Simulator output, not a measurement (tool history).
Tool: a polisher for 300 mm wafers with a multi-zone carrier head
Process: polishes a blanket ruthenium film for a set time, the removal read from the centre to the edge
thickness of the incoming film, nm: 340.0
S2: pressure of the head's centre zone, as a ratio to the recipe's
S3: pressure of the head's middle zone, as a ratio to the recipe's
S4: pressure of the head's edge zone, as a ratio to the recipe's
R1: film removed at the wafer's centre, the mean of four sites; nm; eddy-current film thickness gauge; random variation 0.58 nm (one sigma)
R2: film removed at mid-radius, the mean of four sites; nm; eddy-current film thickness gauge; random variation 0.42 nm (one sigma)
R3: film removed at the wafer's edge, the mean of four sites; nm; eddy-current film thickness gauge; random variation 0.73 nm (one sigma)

Run 1, hour 0.0: flow of slurry (ml/min) 150, S2 1.00, S3 1.00, S4 1.00, polishing time (s) 53. Result: R1 73.275 nm, R2 74.116 nm, R3 76.063 nm.
Run 2, hour 0.7: flow of slurry (ml/min) 150, S2 1.00, S3 1.00, S4 1.00, polishing time (s) 58. Result: R1 79.711 nm, R2 81.488 nm, R3 81.492 nm.
Run 3, hour 3.1: flow of slurry (ml/min) 150, S2 1.00, S3 1.00, S4 1.00, polishing time (s) 51. Result: R1 70.475 nm, R2 70.860 nm, R3 72.317 nm.
Run 4, hour 11.0: flow of slurry (ml/min) 135, S2 0.94, S3 0.98, S4 1.01, polishing time (s) 51. Result: R1 65.517 nm, R2 68.137 nm, R3 73.775 nm.
Run 5, hour 11.9: flow of slurry (ml/min) 135, S2 0.94, S3 0.98, S4 1.01, polishing time (s) 40. Result: R1 51.251 nm, R2 54.311 nm, R3 57.062 nm.
Run 6, hour 13.1: flow of slurry (ml/min) 135, S2 0.87, S3 0.98, S4 1.01, polishing time (s) 40. Result: R1 47.042 nm, R2 53.458 nm, R3 56.108 nm.
Run 7, hour 18.7: flow of slurry (ml/min) 135, S2 0.87, S3 0.99, S4 1.06, polishing time (s) 42. Result: R1 49.154 nm, R2 57.075 nm, R3 59.593 nm.
Run 8, hour 23.6: flow of slurry (ml/min) 135, S2 0.86, S3 0.98, S4 1.09, polishing time (s) 44. Result: R1 51.819 nm, R2 58.642 nm, R3 65.120 nm.

The next listed run, before its measurement:
Run 9, hour 24.2: flow of slurry (ml/min) 145, S2 0.85, S3 0.99, S4 1.11, polishing time (s) 44. Result: R1 ?, R2 ?, R3 ?.

Run 9 gave R1 50.786 nm, R2 60.390 nm, R3 64.548 nm.
